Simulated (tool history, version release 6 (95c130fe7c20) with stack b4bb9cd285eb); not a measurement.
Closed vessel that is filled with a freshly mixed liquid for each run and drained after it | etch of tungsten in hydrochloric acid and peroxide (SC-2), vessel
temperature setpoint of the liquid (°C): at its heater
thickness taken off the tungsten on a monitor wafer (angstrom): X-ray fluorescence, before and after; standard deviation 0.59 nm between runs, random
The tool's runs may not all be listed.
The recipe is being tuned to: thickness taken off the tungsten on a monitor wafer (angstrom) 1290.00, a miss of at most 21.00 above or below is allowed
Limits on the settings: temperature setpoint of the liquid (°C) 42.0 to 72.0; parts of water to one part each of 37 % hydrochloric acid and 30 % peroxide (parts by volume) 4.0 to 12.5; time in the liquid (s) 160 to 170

run	day	temperature setpoint of the liquid (°C)	parts of water to one part each of 37 % hydrochloric acid and 30 % peroxide (parts by volume)	time in the liquid (s)	thickness taken off the tungsten on a monitor wafer (angstrom)
1	0.000	58.0	7.0	160	475.97
2	0.375	58.0	5.0	160	617.44
3	0.417	58.0	5.0	160	611.99
4	0.446	51.0	5.0	160	387.49
5	0.704	57.0	5.0	160	575.44
6	0.950	57.0	5.0	160	576.32
7	1.038	61.0	5.0	160	745.57
8	1.246	63.5	5.0	160	869.20
9	1.504	71.0	5.0	160	1369.80

Exactly one of the 4 candidate moves below puts every result within its allowed miss. Which one?
A	1.762	66.5	4.0	170	?
B	1.762	70.5	4.5	170	?
C	1.762	71.5	5.0	165	?
D	1.762	70.5	4.5	160	?

move	thickness taken off the tungsten on a monitor wafer (angstrom)
A	1293.80
B	1516.20
C	1449.20
D	1427.00
A: hits every target within its allowed miss
B: further off than the last run
C: further off than the last run
D: further off than the last run
Go with A: it meets all targets.
